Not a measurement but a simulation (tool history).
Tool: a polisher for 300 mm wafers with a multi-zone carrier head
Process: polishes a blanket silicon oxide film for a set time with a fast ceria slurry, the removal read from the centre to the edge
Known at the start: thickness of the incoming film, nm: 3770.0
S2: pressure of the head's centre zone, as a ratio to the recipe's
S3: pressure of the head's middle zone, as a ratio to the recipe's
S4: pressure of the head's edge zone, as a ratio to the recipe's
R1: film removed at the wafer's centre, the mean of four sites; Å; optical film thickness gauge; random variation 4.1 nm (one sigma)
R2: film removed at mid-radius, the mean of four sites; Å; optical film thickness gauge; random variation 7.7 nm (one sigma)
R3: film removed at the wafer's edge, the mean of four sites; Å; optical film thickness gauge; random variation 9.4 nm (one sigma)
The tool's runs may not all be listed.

{"run": 1, "hour": 0.0, "flow of slurry (ml/min)": 280, "S2": 1, "S3": 1, "S4": 1, "polishing time (s)": 86, "R1": 5900.9, "R2": 5655.5, "R3": 5619.3}
{"run": 2, "hour": 5.2, "flow of slurry (ml/min)": 280, "S2": 1, "S3": 1.07, "S4": 1, "polishing time (s)": 86, "R1": 5895.8, "R2": 6249.8, "R3": 5661.5}
{"run": 3, "hour": 5.8, "flow of slurry (ml/min)": 285, "S2": 1, "S3": 1.08, "S4": 1.02, "polishing time (s)": 86, "R1": 5979.6, "R2": 6177.2, "R3": 5830.5}
{"run": 4, "hour": 12.4, "flow of slurry (ml/min)": 285, "S2": 1, "S3": 1.08, "S4": 1.02, "polishing time (s)": 106, "R1": 7224.2, "R2": 7445.9, "R3": 7246.7}
{"run": 5, "hour": 15.6, "flow of slurry (ml/min)": 285, "S2": 1, "S3": 1, "S4": 1.02, "polishing time (s)": 106, "R1": 7226.9, "R2": 7175.5, "R3": 7330.5}
{"run": 6, "hour": 21.5, "flow of slurry (ml/min)": 285, "S2": 1, "S3": 1, "S4": 1.1, "polishing time (s)": 106, "R1": 7332, "R2": 7005.2, "R3": 7286.8}
{"run": 7, "hour": 29.9, "flow of slurry (ml/min)": 280, "S2": 0.99, "S3": 1.01, "S4": 1.09, "polishing time (s)": 105, "R1": 7083.1, "R2": 7116.6, "R3": 7392}
{"run": 8, "hour": 31.8, "flow of slurry (ml/min)": 280, "S2": 0.99, "S3": 1.02, "S4": 1.07, "polishing time (s)": 104, "R1": 7143.1, "R2": 7194.9, "R3": 6896.8}
{"run": 9, "hour": 36.8, "flow of slurry (ml/min)": 295, "S2": 0.97, "S3": 1.01, "S4": 1.06, "polishing time (s)": 104, "R1": 6961.9, "R2": 7050.7, "R3": 7241.6}
{"run": 10, "hour": 38.1, "flow of slurry (ml/min)": 285, "S2": 0.97, "S3": 1.02, "S4": 1.05, "polishing time (s)": 104, "R1": 6918.9, "R2": 7183.1, "R3": 7200.1}
{"run": 11, "hour": 39.0, "flow of slurry (ml/min)": 275, "S2": 0.97, "S3": 1.02, "S4": 1.05, "polishing time (s)": 103, "R1": 6849.5, "R2": 7048.1, "R3": 7076.6}
{"run": 12, "hour": 40.9, "flow of slurry (ml/min)": 275, "S2": 0.97, "S3": 1.02, "S4": 1.05, "polishing time (s)": 103, "R1": 6854.6, "R2": 7011.6, "R3": 7186.9}

Run 13 comes next. What will it give?
{"run": 13, "hour": 41.5, "flow of slurry (ml/min)": 280, "S2": 0.97, "S3": 1.03, "S4": 1.05, "polishing time (s)": 102, "R1": "?", "R2": "?", "R3": "?"}

R1: 6765.1 Å
R2: 7097.3 Å
R3: 6989.8 Å

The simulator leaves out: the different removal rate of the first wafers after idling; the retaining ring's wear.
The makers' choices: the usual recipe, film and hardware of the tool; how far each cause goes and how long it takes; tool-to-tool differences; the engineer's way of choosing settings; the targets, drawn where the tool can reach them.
